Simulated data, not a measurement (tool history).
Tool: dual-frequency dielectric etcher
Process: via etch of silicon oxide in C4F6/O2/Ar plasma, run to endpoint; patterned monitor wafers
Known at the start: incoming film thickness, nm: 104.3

{"run": 1, "hour": 0.0, "bias power (W)": 382, "source power (W)": 450, "Ar flow (sccm)": 317, "endpoint time (s)": 25.816}
{"run": 2, "hour": 2.1, "bias power (W)": 382, "source power (W)": 450, "Ar flow (sccm)": 344, "endpoint time (s)": 26.032}
{"run": 3, "hour": 2.6, "bias power (W)": 332, "source power (W)": 450, "Ar flow (sccm)": 344, "endpoint time (s)": 27.506}
{"run": 4, "hour": 10.9, "bias power (W)": 374, "source power (W)": 460, "Ar flow (sccm)": 342, "endpoint time (s)": 26.095}
{"run": 5, "hour": 15.7, "bias power (W)": 374, "source power (W)": 460, "Ar flow (sccm)": 310, "endpoint time (s)": 25.864}
{"run": 6, "hour": 17.5, "bias power (W)": 374, "source power (W)": 390, "Ar flow (sccm)": 310, "endpoint time (s)": 27.221}
{"run": 7, "hour": 18.5, "bias power (W)": 413, "source power (W)": 400, "Ar flow (sccm)": 308, "endpoint time (s)": 25.823}
{"run": 8, "hour": 20.4, "bias power (W)": 441, "source power (W)": 410, "Ar flow (sccm)": 307, "endpoint time (s)": 25.002}
{"run": 9, "hour": 27.6, "bias power (W)": 463, "source power (W)": 420, "Ar flow (sccm)": 306, "endpoint time (s)": 24.133}
{"run": 10, "hour": 36.4, "bias power (W)": 476, "source power (W)": 420, "Ar flow (sccm)": 305, "endpoint time (s)": 23.725}
{"run": 11, "hour": 42.9, "bias power (W)": 485, "source power (W)": 420, "Ar flow (sccm)": 305, "endpoint time (s)": 23.628}

Forecast run 12:
{"run": 12, "hour": 44.6, "bias power (W)": 493, "source power (W)": 420, "Ar flow (sccm)": 305, "endpoint time (s)": "?"}

Run 12 gave endpoint time (s) 23.548.
